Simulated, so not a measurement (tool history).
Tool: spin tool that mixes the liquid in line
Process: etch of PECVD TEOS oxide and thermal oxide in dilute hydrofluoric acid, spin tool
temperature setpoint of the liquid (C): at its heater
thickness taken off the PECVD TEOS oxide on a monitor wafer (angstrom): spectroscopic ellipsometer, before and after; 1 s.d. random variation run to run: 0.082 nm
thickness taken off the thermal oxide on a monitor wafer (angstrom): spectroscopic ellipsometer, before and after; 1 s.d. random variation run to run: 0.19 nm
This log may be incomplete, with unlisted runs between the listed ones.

run	day	temperature setpoint of the liquid (C)	parts of water to one part of 49 % hydrofluoric acid (parts by volume)	time under the liquid (s)	thickness taken off the PECVD TEOS oxide on a monitor wafer (angstrom)	thickness taken off the thermal oxide on a monitor wafer (angstrom)
1	0	23	225	60	51.152	11.996
2	0.204	24	200	60	60.559	14.889
3	0.229	24.5	180	60	70.666	16.336
4	0.538	25	165	60	79.41	19.489
5	0.562	25	95	60	148.98	39.346
6	0.933	25.5	90	60	160.78	40.817
# day 1.188: hydrofluoric acid flow meter replaced
7	1.188	26	90	60	146.38	36.192
8	1.254	26	85	60	155.52	37.845
9	1.392	26	80	60	166.24	43.852
10	1.721	26.5	80	60	170.64	41.069
11	1.95	27.5	50	60	295.95	68.885
12	2.158	27	50	60	290.11	71.253
13	2.442	26.5	50	60	283.76	68.265
14	2.792	26	50	60	276.83	72.744

Run 15 has not been measured yet. What should we expect?
15	3.033	26	55	60	?	?

Run 15 measured thickness taken off the PECVD TEOS oxide on a monitor wafer (angstrom) 251.73, thickness taken off the thermal oxide on a monitor wafer (angstrom) 59.213.
